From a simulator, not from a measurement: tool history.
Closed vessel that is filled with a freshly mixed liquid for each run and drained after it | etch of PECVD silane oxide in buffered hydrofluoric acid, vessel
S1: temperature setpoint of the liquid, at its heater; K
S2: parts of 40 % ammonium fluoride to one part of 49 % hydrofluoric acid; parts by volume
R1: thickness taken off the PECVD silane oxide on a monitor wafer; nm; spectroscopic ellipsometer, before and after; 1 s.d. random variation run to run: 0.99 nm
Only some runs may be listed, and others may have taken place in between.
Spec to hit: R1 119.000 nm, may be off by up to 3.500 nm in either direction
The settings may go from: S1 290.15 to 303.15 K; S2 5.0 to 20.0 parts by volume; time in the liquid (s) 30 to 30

Run 1, hour 0.0: S1 295.15 K, S2 12.0 parts by volume, time in the liquid (s) 30. Result: R1 85.441 nm.
Run 2, hour 1.1: S1 292.15 K, S2 12.0 parts by volume, time in the liquid (s) 30. Result: R1 71.788 nm.
Run 3, hour 3.8: S1 292.15 K, S2 12.0 parts by volume, time in the liquid (s) 30. Result: R1 72.169 nm.
Run 4, hour 6.7: S1 294.65 K, S2 12.0 parts by volume, time in the liquid (s) 30. Result: R1 82.744 nm.
Run 5, hour 11.3: S1 296.65 K, S2 12.0 parts by volume, time in the liquid (s) 30. Result: R1 91.628 nm.
Run 6, hour 16.1: S1 296.65 K, S2 12.0 parts by volume, time in the liquid (s) 30. Result: R1 91.985 nm.
Run 7, hour 22.0: S1 298.15 K, S2 12.0 parts by volume, time in the liquid (s) 30. Result: R1 99.818 nm.
Run 8, hour 23.7: S1 299.15 K, S2 12.0 parts by volume, time in the liquid (s) 30. Result: R1 106.190 nm.
Run 9, hour 26.2: S1 299.15 K, S2 12.0 parts by volume, time in the liquid (s) 30. Result: R1 105.750 nm.
Run 10, hour 34.6: S1 299.65 K, S2 12.0 parts by volume, time in the liquid (s) 30. Result: R1 109.760 nm.
Run 11, hour 40.1: S1 300.15 K, S2 12.0 parts by volume, time in the liquid (s) 30. Result: R1 111.050 nm.
Run 12, hour 43.6: S1 300.65 K, S2 12.0 parts by volume, time in the liquid (s) 30. Result: R1 114.540 nm.

Below are 4 possible settings for the next run. Only one of them brings all results inside the allowed miss of their targets. Which is it?
Run A, hour 47.1: S1 303.15 K, S2 13.0 parts by volume, time in the liquid (s) 30. Result: R1 ?.
Run B, hour 47.1: S1 294.65 K, S2 7.5 parts by volume, time in the liquid (s) 30. Result: R1 ?.
Run C, hour 47.1: S1 301.65 K, S2 13.0 parts by volume, time in the liquid (s) 30. Result: R1 ?.
Run D, hour 47.1: S1 301.65 K, S2 14.0 parts by volume, time in the liquid (s) 30. Result: R1 ?.

move       R1
   A  120.580
   B  126.600
   C  111.390
   D  103.580
A: all results in spec
B: moves the result that the last run missed by most past its target, out the other side
C: its largest miss is bigger than the last run's
D: its largest miss is bigger than the last run's
A meets every target.
